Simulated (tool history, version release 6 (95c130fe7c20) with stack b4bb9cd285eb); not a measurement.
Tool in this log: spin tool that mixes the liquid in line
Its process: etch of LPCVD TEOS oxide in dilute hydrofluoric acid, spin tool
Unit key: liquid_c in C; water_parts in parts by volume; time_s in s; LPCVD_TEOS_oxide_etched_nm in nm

| run | day | liquid_c | water_parts | time_s | LPCVD_TEOS_oxide_etched_nm |
|---|---|---|---|---|---|
| 1 | 0 | 22 | 250 | 200 | 35.918 |
| 2 | 0.042 | 22 | 250 | 200 | 35.721 |
| 3 | 0.179 | 22 | 220 | 200 | 41.628 |
| 4 | 0.233 | 24 | 195 | 200 | 51.954 |
| 5 | 0.55 | 26.5 | 195 | 200 | 57.01 |
| 6 | 0.662 | 27.5 | 185 | 200 | 62.744 |

The next listed run, before its measurement:
| 7 | 0.775 | 28 | 175 | 200 | ? |

{"run 7": {"LPCVD_TEOS_oxide_etched_nm": 68.21}}

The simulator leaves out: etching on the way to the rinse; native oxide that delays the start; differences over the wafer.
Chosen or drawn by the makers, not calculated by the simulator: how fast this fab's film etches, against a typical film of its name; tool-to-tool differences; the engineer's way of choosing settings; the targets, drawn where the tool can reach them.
